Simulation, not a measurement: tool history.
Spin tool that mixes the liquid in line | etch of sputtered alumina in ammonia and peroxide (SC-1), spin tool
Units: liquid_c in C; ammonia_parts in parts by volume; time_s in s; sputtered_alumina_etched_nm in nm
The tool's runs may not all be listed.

run	hour	liquid_c	ammonia_parts	time_s	sputtered_alumina_etched_nm
1	0	47	0.5	70	2.6117
2	4.7	48.5	0.5	70	2.8613
3	13.3	49.5	0.5	70	3.0167
4	17.8	50.5	0.5	70	3.1985
5	18.8	50.5	0.35	70	3.0845
6	27.4	51.5	0.35	70	3.2391

Forecast run 7:
7	33.5	52	0.35	70	?

sputtered_alumina_etched_nm: 3.3284 nm
